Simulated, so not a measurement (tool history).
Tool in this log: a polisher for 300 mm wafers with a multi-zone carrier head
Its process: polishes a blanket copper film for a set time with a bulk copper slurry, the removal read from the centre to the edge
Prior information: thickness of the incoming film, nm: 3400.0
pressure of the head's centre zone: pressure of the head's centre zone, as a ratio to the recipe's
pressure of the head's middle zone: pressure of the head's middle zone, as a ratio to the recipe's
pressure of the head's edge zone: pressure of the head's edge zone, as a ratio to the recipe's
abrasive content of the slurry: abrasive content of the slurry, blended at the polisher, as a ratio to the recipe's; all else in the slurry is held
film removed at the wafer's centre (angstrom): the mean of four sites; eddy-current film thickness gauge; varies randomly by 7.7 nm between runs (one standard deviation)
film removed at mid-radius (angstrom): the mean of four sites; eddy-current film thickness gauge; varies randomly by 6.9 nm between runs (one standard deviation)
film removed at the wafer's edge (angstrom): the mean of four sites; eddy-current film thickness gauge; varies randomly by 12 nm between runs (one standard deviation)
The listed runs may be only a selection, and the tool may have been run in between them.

run,day,flow of slurry (ml/min),pressure of the head's centre zone,pressure of the head's middle zone,pressure of the head's edge zone,abrasive content of the slurry,polishing time (s),film removed at the wafer's centre (angstrom),film removed at mid-radius (angstrom),film removed at the wafer's edge (angstrom)
1,0.000,145,1.00,1.00,1.00,1.00,84,6823.3,6968.1,7097.2
2,0.292,110,1.00,1.00,1.00,1.00,84,6247.2,6360.7,6758.3
3,0.329,140,1.03,1.03,1.04,1.05,84,7045.9,7015.1,7260.8
4,0.521,165,1.05,1.06,1.06,1.10,84,7347.2,7609.6,7367.3
5,0.679,175,1.08,1.06,1.09,1.25,85,7818.4,8030.7,7829.8
6,0.804,185,1.11,1.07,1.11,1.35,86,8230.9,8228.7,8092.2
7,1.125,195,1.13,1.08,1.12,1.40,87,8844.6,8611.6,8432.1

Run 8 comes next. What will it give?
8,1.408,225,1.13,1.11,1.13,1.40,87,?,?,?

{"run 8": {"film removed at the wafer's centre (angstrom)": 8907.0, "film removed at mid-radius (angstrom)": 8929.3, "film removed at the wafer's edge (angstrom)": 8677.0}}
